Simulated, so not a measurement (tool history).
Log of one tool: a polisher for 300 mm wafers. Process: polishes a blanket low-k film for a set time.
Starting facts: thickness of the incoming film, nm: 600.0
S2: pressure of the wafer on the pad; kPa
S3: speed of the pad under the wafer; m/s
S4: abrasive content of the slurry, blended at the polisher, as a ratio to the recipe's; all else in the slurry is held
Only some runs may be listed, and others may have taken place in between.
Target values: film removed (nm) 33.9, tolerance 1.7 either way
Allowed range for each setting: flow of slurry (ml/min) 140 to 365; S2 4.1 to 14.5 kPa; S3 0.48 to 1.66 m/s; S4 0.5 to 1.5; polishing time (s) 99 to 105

Run 1, hour 0: flow of slurry (ml/min) 235, S2 9 kPa, S3 1.06 m/s, S4 1, polishing time (s) 99. Result: film removed (nm) 23.432.
Run 2, hour 1.5: flow of slurry (ml/min) 235, S2 9.7 kPa, S3 1.06 m/s, S4 1, polishing time (s) 99. Result: film removed (nm) 24.72.
Run 3, hour 6.8: flow of slurry (ml/min) 235, S2 10.3 kPa, S3 1.06 m/s, S4 1, polishing time (s) 99. Result: film removed (nm) 25.952.
Run 4, hour 10.2: flow of slurry (ml/min) 190, S2 10.3 kPa, S3 1.06 m/s, S4 1, polishing time (s) 99. Result: film removed (nm) 25.972.
Run 5, hour 12.7: flow of slurry (ml/min) 190, S2 8.3 kPa, S3 1.06 m/s, S4 1, polishing time (s) 99. Result: film removed (nm) 20.633.
Run 6, hour 20.4: flow of slurry (ml/min) 190, S2 6.2 kPa, S3 1.06 m/s, S4 1, polishing time (s) 99. Result: film removed (nm) 15.646.
Run 7, hour 23.1: flow of slurry (ml/min) 190, S2 6.9 kPa, S3 1.06 m/s, S4 1, polishing time (s) 99. Result: film removed (nm) 17.265.
Run 8, hour 27: flow of slurry (ml/min) 190, S2 7.6 kPa, S3 1.06 m/s, S4 1, polishing time (s) 99. Result: film removed (nm) 19.066.
Run 9, hour 28.2: flow of slurry (ml/min) 190, S2 8.3 kPa, S3 1.06 m/s, S4 1, polishing time (s) 99. Result: film removed (nm) 20.25.
Run 10, hour 28.7: flow of slurry (ml/min) 190, S2 9 kPa, S3 1.06 m/s, S4 1, polishing time (s) 99. Result: film removed (nm) 22.695.
Run 11, hour 32.6: flow of slurry (ml/min) 190, S2 9 kPa, S3 1.06 m/s, S4 1, polishing time (s) 99. Result: film removed (nm) 22.22.
Run 12, hour 41.6: flow of slurry (ml/min) 190, S2 9.7 kPa, S3 1.06 m/s, S4 1, polishing time (s) 99. Result: film removed (nm) 24.117.
Run 13, hour 43.9: flow of slurry (ml/min) 190, S2 12.4 kPa, S3 1.1 m/s, S4 1, polishing time (s) 99. Result: film removed (nm) 31.796.
Run 14, hour 52.3: flow of slurry (ml/min) 195, S2 12.4 kPa, S3 1.1 m/s, S4 1, polishing time (s) 99. Result: film removed (nm) 31.207.

Which of these 5 next moves meets every target?
Run A, hour 60.7: flow of slurry (ml/min) 240, S2 12.4 kPa, S3 1.1 m/s, S4 1.15, polishing time (s) 105. Result: film removed (nm) ?.
Run B, hour 60.7: flow of slurry (ml/min) 145, S2 14.5 kPa, S3 1.26 m/s, S4 0.95, polishing time (s) 101. Result: film removed (nm) ?.
Run C, hour 60.7: flow of slurry (ml/min) 245, S2 11.7 kPa, S3 1.2 m/s, S4 0.9, polishing time (s) 105. Result: film removed (nm) ?.
Run D, hour 60.7: flow of slurry (ml/min) 140, S2 12.4 kPa, S3 1.12 m/s, S4 1, polishing time (s) 99. Result: film removed (nm) ?.
Run E, hour 60.7: flow of slurry (ml/min) 185, S2 14.5 kPa, S3 1.3 m/s, S4 0.8, polishing time (s) 101. Result: film removed (nm) ?.

move  film removed (nm)
   A              36.81
   B              39.72
   C             33.929
   D             30.915
   E             39.345
A: takes the result that was furthest off past its target
B: takes the result that was furthest off past its target
C: every result within its allowed miss
D: misses by more than the last run did
E: takes the result that was furthest off past its target
So the answer is move C, the one that meets all the targets.
